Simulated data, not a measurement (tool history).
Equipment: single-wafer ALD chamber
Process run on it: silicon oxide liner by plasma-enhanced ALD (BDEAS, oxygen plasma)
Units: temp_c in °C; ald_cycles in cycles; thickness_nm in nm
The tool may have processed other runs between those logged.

{"run": 1, "hour": 0.0, "temp_c": 310, "ald_cycles": 79, "thickness_nm": 7.6091}
{"run": 2, "hour": 2.5, "temp_c": 310, "ald_cycles": 86, "thickness_nm": 8.1807}
{"run": 3, "hour": 7.0, "temp_c": 310, "ald_cycles": 75, "thickness_nm": 7.1693}
{"run": 4, "hour": 9.5, "temp_c": 309, "ald_cycles": 80, "thickness_nm": 7.6337}
{"run": 5, "hour": 11.1, "temp_c": 309, "ald_cycles": 73, "thickness_nm": 7.0307}
{"run": 6, "hour": 15.4, "temp_c": 309, "ald_cycles": 68, "thickness_nm": 6.5368}
{"run": 7, "hour": 16.5, "temp_c": 308, "ald_cycles": 74, "thickness_nm": 7.111}
{"run": 8, "hour": 18.5, "temp_c": 307, "ald_cycles": 79, "thickness_nm": 7.6006}
{"run": 9, "hour": 22.5, "temp_c": 305, "ald_cycles": 83, "thickness_nm": 7.9789}
{"run": 10, "hour": 29.0, "temp_c": 302, "ald_cycles": 96, "thickness_nm": 9.2984}
{"run": 11, "hour": 36.9, "temp_c": 302, "ald_cycles": 97, "thickness_nm": 9.419}
{"run": 12, "hour": 41.7, "temp_c": 302, "ald_cycles": 98, "thickness_nm": 9.4265}
{"run": 13, "hour": 42.5, "temp_c": 302, "ald_cycles": 99, "thickness_nm": 9.6127}

Run 14 is up next; what results do you expect?
{"run": 14, "hour": 45.5, "temp_c": 302, "ald_cycles": 100, "thickness_nm": "?"}

Logged for run 14: thickness_nm 9.7098 nm.
